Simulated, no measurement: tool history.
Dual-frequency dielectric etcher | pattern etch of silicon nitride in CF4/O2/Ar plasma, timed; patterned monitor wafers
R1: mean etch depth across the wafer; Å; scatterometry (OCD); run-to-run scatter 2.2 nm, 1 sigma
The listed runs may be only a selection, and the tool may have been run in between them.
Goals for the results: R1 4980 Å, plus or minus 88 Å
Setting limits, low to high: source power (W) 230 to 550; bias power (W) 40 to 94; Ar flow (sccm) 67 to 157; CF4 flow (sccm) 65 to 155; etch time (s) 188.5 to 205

Run 1, hour 0: source power (W) 390, bias power (W) 67, Ar flow (sccm) 112, CF4 flow (sccm) 110, etch time (s) 205. Result: R1 4045.3 Å.
Run 2, hour 0.7: source power (W) 390, bias power (W) 67, Ar flow (sccm) 112, CF4 flow (sccm) 90, etch time (s) 205. Result: R1 3928.4 Å.
Run 3, hour 9.6: source power (W) 430, bias power (W) 67, Ar flow (sccm) 112, CF4 flow (sccm) 90, etch time (s) 205. Result: R1 4217.2 Å.
Run 4, hour 13.1: source power (W) 470, bias power (W) 67, Ar flow (sccm) 112, CF4 flow (sccm) 90, etch time (s) 205. Result: R1 4465.6 Å.
Run 5, hour 18.1: source power (W) 490, bias power (W) 67, Ar flow (sccm) 112, CF4 flow (sccm) 90, etch time (s) 205. Result: R1 4572.5 Å.
Run 6, hour 18.8: source power (W) 510, bias power (W) 67, Ar flow (sccm) 112, CF4 flow (sccm) 90, etch time (s) 205. Result: R1 4687.2 Å.
Run 7, hour 27.5: source power (W) 520, bias power (W) 67, Ar flow (sccm) 112, CF4 flow (sccm) 90, etch time (s) 205. Result: R1 4742.5 Å.
Run 8, hour 34.5: source power (W) 530, bias power (W) 68, Ar flow (sccm) 112, CF4 flow (sccm) 90, etch time (s) 205. Result: R1 4823.6 Å.
Run 9, hour 38.3: source power (W) 540, bias power (W) 68, Ar flow (sccm) 112, CF4 flow (sccm) 90, etch time (s) 205. Result: R1 4855.7 Å.

Below are 5 possible settings for the next run. Only one of them brings all results inside the allowed miss of their targets. Which is it?
Run A, hour 42.1: source power (W) 550, bias power (W) 59, Ar flow (sccm) 98, CF4 flow (sccm) 103, etch time (s) 202.5. Result: R1 ?.
Run B, hour 42.1: source power (W) 550, bias power (W) 71, Ar flow (sccm) 114, CF4 flow (sccm) 106, etch time (s) 201.5. Result: R1 ?.
Run C, hour 42.1: source power (W) 550, bias power (W) 64, Ar flow (sccm) 109, CF4 flow (sccm) 86, etch time (s) 202.5. Result: R1 ?.
Run D, hour 42.1: source power (W) 540, bias power (W) 61, Ar flow (sccm) 97, CF4 flow (sccm) 112, etch time (s) 202. Result: R1 ?.
Run E, hour 42.1: source power (W) 540, bias power (W) 67, Ar flow (sccm) 108, CF4 flow (sccm) 102, etch time (s) 197.5. Result: R1 ?.

move      R1
   A  4839.7
   B  5003.5
   C  4825.1
   D  4848.2
   E  4777.5
A: the biggest miss grows against the last run
B: all results land within tolerance of their targets
C: the biggest miss grows against the last run
D: the biggest miss grows against the last run
E: the biggest miss grows against the last run
Go with B: it meets all targets.
